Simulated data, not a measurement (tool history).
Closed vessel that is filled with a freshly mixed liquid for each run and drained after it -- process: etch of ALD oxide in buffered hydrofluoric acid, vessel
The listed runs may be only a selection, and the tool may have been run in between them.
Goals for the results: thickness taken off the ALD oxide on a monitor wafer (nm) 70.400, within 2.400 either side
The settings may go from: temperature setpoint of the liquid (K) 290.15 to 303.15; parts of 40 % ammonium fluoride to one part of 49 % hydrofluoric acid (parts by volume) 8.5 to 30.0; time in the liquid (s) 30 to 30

run,hour,temperature setpoint of the liquid (K),parts of 40 % ammonium fluoride to one part of 49 % hydrofluoric acid (parts by volume),time in the liquid (s),thickness taken off the ALD oxide on a monitor wafer (nm)
1,0.0,295.15,23.5,30,30.092
2,8.7,292.65,23.5,30,26.497
3,13.6,295.15,19.5,30,35.003
4,15.8,298.65,19.5,30,42.173
5,18.9,302.15,19.5,30,52.037
6,20.4,302.65,17.5,30,57.270
7,23.1,302.65,16.0,30,64.414
8,24.5,302.65,15.5,30,64.325
9,31.2,303.15,13.0,30,79.781
10,37.1,302.65,13.0,30,78.247
11,44.9,302.15,13.0,30,77.029
12,53.5,301.65,13.0,30,74.201

Which of these 4 next moves meets every target?
A,62.1,302.65,13.5,30,?
B,62.1,303.15,15.0,30,?
C,62.1,302.15,15.0,30,?
D,62.1,301.65,12.0,30,?

move,thickness taken off the ALD oxide on a monitor wafer (nm)
A,75.708
B,70.107
C,66.505
D,80.572
A: lands further from the targets than the last run did
B: in spec on every target
C: moves the result that the last run missed by most past its target, out the other side
D: lands further from the targets than the last run did
The move that meets every target is B.

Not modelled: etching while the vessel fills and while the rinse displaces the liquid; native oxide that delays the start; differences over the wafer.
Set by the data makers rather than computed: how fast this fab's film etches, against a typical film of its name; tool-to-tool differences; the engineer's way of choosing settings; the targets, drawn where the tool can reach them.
